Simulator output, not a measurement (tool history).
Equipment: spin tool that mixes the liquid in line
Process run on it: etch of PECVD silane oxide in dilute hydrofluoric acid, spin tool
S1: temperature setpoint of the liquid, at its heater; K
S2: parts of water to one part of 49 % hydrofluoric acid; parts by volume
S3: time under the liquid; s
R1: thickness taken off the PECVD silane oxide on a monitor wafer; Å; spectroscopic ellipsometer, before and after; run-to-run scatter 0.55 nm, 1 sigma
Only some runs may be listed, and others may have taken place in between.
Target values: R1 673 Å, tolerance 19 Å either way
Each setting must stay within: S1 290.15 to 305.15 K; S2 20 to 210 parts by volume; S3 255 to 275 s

run	day	S1	S2	S3	R1
1	0	297.15	115	255	462.26
2	0.325	297.15	150	255	342.64
3	0.475	297.15	150	275	370.04
4	0.667	299.65	150	275	408.92
5	0.708	301.65	150	275	433.87
6	0.775	301.65	150	275	438.68
7	1.058	302.15	145	275	465.32
8	1.275	302.65	140	275	492.67
9	1.438	303.15	135	275	523.06
10	1.796	303.65	130	275	551.8
11	1.842	304.15	125	275	588.09
12	2.2	304.15	120	275	627.6

5 next moves are on the table. One of them brings every result within its allowed miss. Which?
A	2.558	304.65	110	265	?
B	2.558	304.65	115	255	?
C	2.558	305.15	125	275	?
D	2.558	304.65	115	265	?
E	2.558	303.15	115	255	?

move	R1
A	671.36
B	613.53
C	611.07
D	637.59
E	580.63
A: all results in spec
B: moves away from the targets compared with the last run
C: moves away from the targets compared with the last run
D: closes in on the targets versus the last run, not all within tolerance yet
E: moves away from the targets compared with the last run
The move that meets every target is A.
